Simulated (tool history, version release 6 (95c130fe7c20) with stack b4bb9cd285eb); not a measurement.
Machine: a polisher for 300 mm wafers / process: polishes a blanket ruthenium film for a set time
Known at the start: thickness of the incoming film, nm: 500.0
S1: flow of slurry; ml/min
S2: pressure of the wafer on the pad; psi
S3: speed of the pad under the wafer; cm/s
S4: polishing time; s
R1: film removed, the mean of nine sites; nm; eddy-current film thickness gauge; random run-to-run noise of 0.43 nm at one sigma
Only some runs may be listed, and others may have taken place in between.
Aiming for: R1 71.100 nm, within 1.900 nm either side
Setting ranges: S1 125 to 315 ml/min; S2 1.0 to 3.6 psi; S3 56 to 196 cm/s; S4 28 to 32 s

run,hour,S1,S2,S3,S4,R1
1,0.0,205,2.3,126,32,54.288
2,1.2,205,1.8,126,32,43.216
3,9.4,205,1.8,126,28,38.032
4,18.3,210,2.0,126,28,41.958
5,24.3,210,2.0,126,32,48.012
6,25.8,210,2.0,108,32,42.645
7,26.5,215,2.2,108,32,46.770
8,32.2,220,2.3,108,32,49.481
9,38.8,230,2.4,108,32,51.243
10,40.0,230,2.4,108,32,50.454
11,42.8,230,2.5,108,32,53.195

Which of these 5 next moves meets every target?
A,45.6,175,3.5,130,31,?
B,45.6,275,2.8,150,32,?
C,45.6,245,2.4,192,31,?
D,45.6,210,3.0,124,31,?
E,45.6,225,3.5,116,30,?

move,R1
A,78.534
B,77.649
C,78.721
D,67.242
E,72.100
A: the result that was furthest off in the last run now lies on the other side of its target
B: the result that was furthest off in the last run now lies on the other side of its target
C: the result that was furthest off in the last run now lies on the other side of its target
D: gains on the last run, yet a result remains outside its allowed miss
E: every result lands within tolerance
Go with E: it meets all targets.
